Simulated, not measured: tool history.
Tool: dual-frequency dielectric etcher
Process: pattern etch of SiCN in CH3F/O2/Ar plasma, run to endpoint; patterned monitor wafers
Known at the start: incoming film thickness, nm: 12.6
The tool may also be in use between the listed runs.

run 1 hour=0 | source_power_(kW)=0.31 bias_power_(kW)=0.095 | endpoint_time_(s)=35.002
run 2 hour=0.7 | source_power_(kW)=0.34 bias_power_(kW)=0.095 | endpoint_time_(s)=33.458
run 3 hour=8.2 | source_power_(kW)=0.32 bias_power_(kW)=0.095 | endpoint_time_(s)=34.173
run 4 hour=9 | source_power_(kW)=0.33 bias_power_(kW)=0.096 | endpoint_time_(s)=33.716
run 5 hour=10.7 | source_power_(kW)=0.34 bias_power_(kW)=0.097 | endpoint_time_(s)=33.029
run 6 hour=14.9 | source_power_(kW)=0.35 bias_power_(kW)=0.097 | endpoint_time_(s)=32.363
run 7 hour=18 | source_power_(kW)=0.36 bias_power_(kW)=0.097 | endpoint_time_(s)=32.483

Run 8 comes next. What will it give?
run 8 hour=18.7 | source_power_(kW)=0.37 bias_power_(kW)=0.097 | endpoint_time_(s)=?

endpoint time (s): 32.29

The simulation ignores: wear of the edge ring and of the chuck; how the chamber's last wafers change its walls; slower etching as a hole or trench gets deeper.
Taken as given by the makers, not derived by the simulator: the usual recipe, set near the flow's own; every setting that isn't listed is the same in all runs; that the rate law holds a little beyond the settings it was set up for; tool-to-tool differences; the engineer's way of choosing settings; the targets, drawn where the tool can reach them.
